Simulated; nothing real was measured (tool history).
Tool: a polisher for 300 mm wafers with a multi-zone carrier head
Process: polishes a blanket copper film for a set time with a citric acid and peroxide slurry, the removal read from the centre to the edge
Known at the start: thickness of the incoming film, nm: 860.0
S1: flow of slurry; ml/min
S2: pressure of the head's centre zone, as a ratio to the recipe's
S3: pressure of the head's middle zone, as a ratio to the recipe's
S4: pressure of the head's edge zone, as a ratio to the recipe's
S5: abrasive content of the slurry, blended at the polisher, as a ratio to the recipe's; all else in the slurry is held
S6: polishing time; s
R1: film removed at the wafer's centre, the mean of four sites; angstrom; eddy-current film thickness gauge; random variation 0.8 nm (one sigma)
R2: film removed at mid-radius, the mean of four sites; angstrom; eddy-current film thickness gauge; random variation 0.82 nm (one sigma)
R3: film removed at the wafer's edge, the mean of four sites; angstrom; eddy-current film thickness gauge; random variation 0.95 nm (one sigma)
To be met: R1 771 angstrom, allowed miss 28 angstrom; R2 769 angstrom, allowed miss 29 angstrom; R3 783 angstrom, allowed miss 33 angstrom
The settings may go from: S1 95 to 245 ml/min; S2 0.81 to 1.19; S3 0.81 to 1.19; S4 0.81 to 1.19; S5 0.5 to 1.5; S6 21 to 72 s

Run 1, day 0: S1 155 ml/min, S2 1, S3 1, S4 1, S5 1, S6 46 s. Result: R1 856.28 angstrom, R2 923.52 angstrom, R3 929.37 angstrom.
Run 2, day 0.342: S1 155 ml/min, S2 1, S3 1, S4 1, S5 1.2, S6 46 s. Result: R1 895.67 angstrom, R2 947.29 angstrom, R3 962.95 angstrom.
Run 3, day 0.567: S1 155 ml/min, S2 1, S3 1, S4 1, S5 1.2, S6 50 s. Result: R1 974.69 angstrom, R2 1020.1 angstrom, R3 1039.8 angstrom.
Run 4, day 0.738: S1 195 ml/min, S2 1, S3 1, S4 1, S5 1.2, S6 50 s. Result: R1 1010.7 angstrom, R2 1032.4 angstrom, R3 1050.2 angstrom.
At day 1.108: centre zone pressure recalibrated.
Run 5, day 1.108: S1 195 ml/min, S2 1, S3 1, S4 1, S5 1.2, S6 40 s. Result: R1 879.61 angstrom, R2 843.63 angstrom, R3 841.86 angstrom.
Run 6, day 1.467: S1 195 ml/min, S2 0.93, S3 1, S4 1, S5 1.2, S6 40 s. Result: R1 794.7 angstrom, R2 842.63 angstrom, R3 861.05 angstrom.
Run 7, day 1.742: S1 195 ml/min, S2 0.94, S3 0.99, S4 0.98, S5 1.15, S6 40 s. Result: R1 797.71 angstrom, R2 817.33 angstrom, R3 837.96 angstrom.
Run 8, day 1.942: S1 195 ml/min, S2 0.94, S3 0.99, S4 0.96, S5 1.15, S6 40 s. Result: R1 808.78 angstrom, R2 839.04 angstrom, R3 820.79 angstrom.
Run 9, day 2.083: S1 190 ml/min, S2 0.94, S3 0.97, S4 0.96, S5 1.15, S6 40 s. Result: R1 810.07 angstrom, R2 820.53 angstrom, R3 798.99 angstrom.
Run 10, day 2.396: S1 165 ml/min, S2 0.91, S3 0.92, S4 1.01, S5 1.15, S6 40 s. Result: R1 767.13 angstrom, R2 776.23 angstrom, R3 825.38 angstrom.
Run 11, day 2.596: S1 165 ml/min, S2 0.91, S3 0.92, S4 1, S5 1.15, S6 40 s. Result: R1 753.17 angstrom, R2 793.53 angstrom, R3 839.63 angstrom.

5 next moves are on the table. One of them brings every result within its allowed miss. Which?
Run A, day 2.796: S1 175 ml/min, S2 0.87, S3 1.03, S4 0.86, S5 1, S6 41 s. Result: R1 ?, R2 ?, R3 ?.
Run B, day 2.796: S1 125 ml/min, S2 0.94, S3 0.81, S4 1.14, S5 1.3, S6 41 s. Result: R1 ?, R2 ?, R3 ?.
Run C, day 2.796: S1 170 ml/min, S2 0.94, S3 0.94, S4 0.97, S5 1.1, S6 39 s. Result: R1 ?, R2 ?, R3 ?.
Run D, day 2.796: S1 120 ml/min, S2 0.92, S3 0.87, S4 1.02, S5 1.2, S6 42 s. Result: R1 ?, R2 ?, R3 ?.
Run E, day 2.796: S1 155 ml/min, S2 0.83, S3 0.89, S4 1.08, S5 1.2, S6 42 s. Result: R1 ?, R2 ?, R3 ?.

move      R1      R2      R3
   A  742.81  841.71  773.01
   B  803.34   761.8  901.37
   C  772.69  777.01  788.05
   D  790.44  789.63  858.33
   E  736.03  820.89  901.09
A: brings the result that was furthest off to its target, and leaves another outside
B: further off than the last run
C: meets every target
D: further off than the last run
E: further off than the last run
The right move is C.
